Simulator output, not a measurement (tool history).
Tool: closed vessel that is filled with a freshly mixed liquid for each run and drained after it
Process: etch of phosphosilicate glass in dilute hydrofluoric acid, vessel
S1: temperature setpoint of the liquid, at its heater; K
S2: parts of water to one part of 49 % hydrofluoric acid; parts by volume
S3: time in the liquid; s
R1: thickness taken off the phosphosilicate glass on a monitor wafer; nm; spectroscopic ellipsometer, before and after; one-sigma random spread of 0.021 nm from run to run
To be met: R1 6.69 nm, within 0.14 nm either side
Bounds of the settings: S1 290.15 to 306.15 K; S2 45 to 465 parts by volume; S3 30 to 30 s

run  hour      S1   S2  S3      R1
  1     0  298.15  255  30  13.599
  2   0.8  300.65  255  30   14.91
  3     7  300.65  255  30  14.865
  4  10.5  300.65  175  30  23.785
  5    16  299.65  195  30  19.962
  6  23.2  298.15  195  30  18.992
  7  26.7  297.15  210  30  16.755
  8  33.4  296.15  225  30  14.836
  9    38  295.65  235  30  13.803
 10  39.7  295.15  245  30  12.839
 11  43.2  294.65  255  30  12.052
 12  44.1  294.15  265  30  11.244
 13    47  293.65  275  30   10.54
 14    51  293.15  280  30   10.04
 15  59.5  292.65  285  30  9.7565
 16  67.7  292.15  290  30  9.2959
 17  76.2  292.15  295  30  9.1135
 18  76.8  292.15  300  30  8.9172
 19  78.2  292.15  305  30  8.7662
 20  83.1  292.15  310  30  8.5649

Exactly one of the 5 candidate moves below puts every result within its allowed miss. Which one?
  A    88  294.65  405  30   ?
  B    88  293.15  270  30   ?
  C    88  293.65  270  30   ?
  D    88  291.65  250  30   ?
  E    88  292.15  330  30   ?

move      R1
   A  6.5939
   B  10.503
   C  10.703
   D  10.896
   E  7.8652
A: every result within its allowed miss
B: misses by more than the last run did
C: misses by more than the last run did
D: misses by more than the last run did
E: closer than the last run, but not yet in spec
Move A is the one to make.
